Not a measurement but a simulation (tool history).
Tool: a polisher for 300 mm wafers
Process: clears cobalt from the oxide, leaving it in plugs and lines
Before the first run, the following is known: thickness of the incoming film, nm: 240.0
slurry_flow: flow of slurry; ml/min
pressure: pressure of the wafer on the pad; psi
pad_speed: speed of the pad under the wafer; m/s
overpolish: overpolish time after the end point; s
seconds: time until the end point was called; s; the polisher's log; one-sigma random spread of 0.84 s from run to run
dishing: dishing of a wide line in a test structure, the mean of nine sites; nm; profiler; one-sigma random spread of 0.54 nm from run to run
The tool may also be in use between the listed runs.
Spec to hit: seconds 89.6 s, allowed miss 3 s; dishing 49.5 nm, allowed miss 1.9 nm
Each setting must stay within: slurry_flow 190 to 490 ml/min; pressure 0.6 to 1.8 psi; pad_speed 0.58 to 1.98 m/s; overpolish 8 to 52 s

run  hour  slurry_flow  pressure  pad_speed  overpolish  seconds  dishing
  1     0          315       1.2       1.28          26   77.193   43.467
  2   8.5          315       1.2       1.28          29   77.227   45.855
  3  12.2          315       1.2       1.16          29   82.977   44.766
  4  16.2          315       1.2       1.16          31   83.084    45.87
  5  21.2          315       1.2       1.16          33   84.516    46.92
  6  22.2          315       1.2       1.16          34   84.117   46.179
  7  28.9          315       1.2       1.16          36   83.592   48.628
  8  30.4          315       1.2       1.16          37   84.089   48.162
  9    31          315       1.2       1.16          38   84.267   48.716
 10  39.7          315       1.2       1.16          39   84.487   49.089
 11  41.4          315       1.2       1.16          40   82.878   49.346

Which one of the following 5 next-run settings gets every result inside its allowed miss? There is exactly one.
  A  43.1          350       1.3       1.16          39        ?        ?
  B  43.1          290       1.1       1.56          40        ?        ?
  C  43.1          300       1.1       1.48          36        ?        ?
  D  43.1          360       1.2       1.04          43        ?        ?
  E  43.1          305       1.2       1.18          45        ?        ?

move  seconds  dishing
   A   76.924   50.379
   B   71.602   51.247
   C   74.678   49.793
   D   90.695   49.778
   E   82.946    51.11
A: lands further from the targets than the last run did
B: lands further from the targets than the last run did
C: lands further from the targets than the last run did
D: hits every target within its allowed miss
E: no better and no worse than the last run
The move that meets every target is D.
